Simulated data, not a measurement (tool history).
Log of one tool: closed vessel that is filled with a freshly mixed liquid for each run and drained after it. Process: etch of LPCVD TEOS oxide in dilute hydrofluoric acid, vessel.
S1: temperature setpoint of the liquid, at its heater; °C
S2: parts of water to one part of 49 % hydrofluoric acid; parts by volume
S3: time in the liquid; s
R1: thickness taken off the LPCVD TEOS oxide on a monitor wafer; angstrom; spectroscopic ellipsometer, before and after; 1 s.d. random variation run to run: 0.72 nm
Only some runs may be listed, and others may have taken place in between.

run 1 hour=0 | S1=21 S2=50 S3=85 | R1=495.51
run 2 hour=4.6 | S1=23 S2=45 S3=85 | R1=595.46
run 3 hour=11.9 | S1=24.5 S2=40 S3=85 | R1=721.81
run 4 hour=15.6 | S1=25.5 S2=40 S3=85 | R1=752.42
run 5 hour=24.4 | S1=25.5 S2=55 S3=85 | R1=526.84
run 6 hour=32.6 | S1=26.5 S2=50 S3=85 | R1=608.4
run 7 hour=41.1 | S1=26.5 S2=50 S3=85 | R1=609.2
run 8 hour=43.5 | S1=27 S2=45 S3=85 | R1=707.02
run 9 hour=51.6 | S1=27.5 S2=45 S3=85 | R1=726.07
run 10 hour=52.8 | S1=28 S2=45 S3=85 | R1=726.92
run 11 hour=55.1 | S1=28.5 S2=40 S3=85 | R1=840.29

Run 12 comes next. What will it give?
run 12 hour=60.6 | S1=29 S2=40 S3=85 | R1=?

{"run 12": {"R1": 864.95}}
